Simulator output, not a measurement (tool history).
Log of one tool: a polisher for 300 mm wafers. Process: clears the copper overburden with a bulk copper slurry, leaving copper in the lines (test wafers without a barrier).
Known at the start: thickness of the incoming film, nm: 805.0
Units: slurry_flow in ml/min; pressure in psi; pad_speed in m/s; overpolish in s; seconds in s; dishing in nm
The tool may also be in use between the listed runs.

run	hour	slurry_flow	pressure	pad_speed	slurry_solids	overpolish	seconds	dishing
1	0	160	2.1	1.34	1	16	75.061	48.826
2	7.2	145	2.1	1.34	1	16	75.235	49.322
3	11.6	145	2.1	1.34	0.9	16	78.126	48.704
4	16.1	170	2.1	1.34	0.9	16	75.683	48.294
5	17.6	170	2.1	1.34	0.9	23	76.125	51.374
6	19	180	2	1.42	0.85	21	74.056	52.061
7	20.4	190	2.1	1.3	0.95	19	77.419	49.274
8	27.7	200	2	1.32	1	17	76.989	48.305
9	32.3	205	1.9	1.34	1.05	15	78.184	48.598
10	39.3	205	2.1	1.24	1	14	76.932	46.268
11	45.8	210	2.2	1.16	0.95	13	81.056	45.855
12	47.8	210	2.2	1.16	0.95	13	77.809	45.569
13	55.6	215	2.3	1.08	0.9	12	87.14	42.871
14	59.8	220	2.4	1.04	0.85	11	82.141	42.049
15	62.5	225	2.5	0.98	0.8	10	88.484	40.154
16	67.9	230	2.6	0.96	0.75	9	86.162	37.854

The next listed run, before its measurement:
17	75.1	235	2.7	0.94	0.7	8	?	?

seconds: 88.009 s
dishing: 35.022 nm

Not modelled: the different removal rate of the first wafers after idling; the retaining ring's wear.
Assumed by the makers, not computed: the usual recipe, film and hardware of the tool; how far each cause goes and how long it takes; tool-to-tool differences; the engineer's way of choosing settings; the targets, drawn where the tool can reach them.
